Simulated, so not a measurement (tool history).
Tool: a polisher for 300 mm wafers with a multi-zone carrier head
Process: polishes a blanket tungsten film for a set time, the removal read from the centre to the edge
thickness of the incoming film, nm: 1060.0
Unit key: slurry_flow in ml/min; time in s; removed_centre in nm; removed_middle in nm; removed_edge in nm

| run | hour | slurry_flow | centre_zone | middle_zone | edge_zone | slurry_solids | time | removed_centre | removed_middle | removed_edge |
|---|---|---|---|---|---|---|---|---|---|---|
| 1 | 0 | 190 | 1 | 1 | 1 | 1 | 62 | 428.15 | 417.33 | 416.92 |
| 2 | 0.8 | 190 | 1 | 1 | 1 | 0.85 | 62 | 417.78 | 406.01 | 402.89 |
| 3 | 2.6 | 185 | 1.01 | 0.96 | 0.98 | 0.75 | 60 | 389.06 | 365.49 | 376.59 |
| 4 | 7.3 | 185 | 1.01 | 0.96 | 0.98 | 0.85 | 60 | 395.12 | 370.83 | 390.87 |
| 5 | 15.5 | 185 | 1.05 | 0.95 | 0.96 | 0.75 | 58 | 395.94 | 349.97 | 366.5 |
| 6 | 19.4 | 185 | 1.05 | 0.95 | 0.92 | 0.75 | 58 | 393.82 | 350.28 | 358.78 |

Run 7 has not been measured yet. What should we expect?
| 7 | 24 | 185 | 1.06 | 0.93 | 0.9 | 0.7 | 57 | ? | ? | ? |

{"run 7": {"removed_centre": 381.81, "removed_middle": 333.38, "removed_edge": 339.54}}
